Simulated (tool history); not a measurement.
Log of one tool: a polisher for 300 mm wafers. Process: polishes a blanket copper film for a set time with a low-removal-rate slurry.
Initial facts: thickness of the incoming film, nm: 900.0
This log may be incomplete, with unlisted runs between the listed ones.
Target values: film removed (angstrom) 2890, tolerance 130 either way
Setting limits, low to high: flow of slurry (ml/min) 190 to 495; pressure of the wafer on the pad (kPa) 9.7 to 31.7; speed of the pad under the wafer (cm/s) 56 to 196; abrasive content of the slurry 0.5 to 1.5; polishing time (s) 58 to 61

run,day,flow of slurry (ml/min),pressure of the wafer on the pad (kPa),speed of the pad under the wafer (cm/s),abrasive content of the slurry,polishing time (s),film removed (angstrom)
1,0,320,20.7,126,1,58,1903.8
2,0.192,320,20.7,126,0.8,58,1788.9
3,0.412,320,23.4,128,0.8,58,2154.3
4,0.529,320,23.4,128,0.65,58,2007
5,0.767,320,23.4,128,0.8,58,2089.4
6,0.9,320,25.5,128,0.8,58,2342.1
7,1.221,320,25.5,128,0.8,58,2217.3
8,1.329,320,26.9,130,0.8,58,2386.9

Exercise: of the 5 proposed moves below, exactly one satisfies all targets within the stated allowed misses. Which move is it?
A,1.438,345,21.4,144,1,61,?
B,1.438,350,31,128,0.75,61,?
C,1.438,310,24.8,118,0.75,58,?
D,1.438,325,24.1,116,1.2,58,?
E,1.438,365,26.2,118,0.6,58,?

move,film removed (angstrom)
A,2388
B,2887.4
C,2017.9
D,2143.2
E,2062.3
A: no better and no worse than the last run
B: all results land within tolerance of their targets
C: the biggest miss grows against the last run
D: the biggest miss grows against the last run
E: the biggest miss grows against the last run
Correct choice: B, which meets every target

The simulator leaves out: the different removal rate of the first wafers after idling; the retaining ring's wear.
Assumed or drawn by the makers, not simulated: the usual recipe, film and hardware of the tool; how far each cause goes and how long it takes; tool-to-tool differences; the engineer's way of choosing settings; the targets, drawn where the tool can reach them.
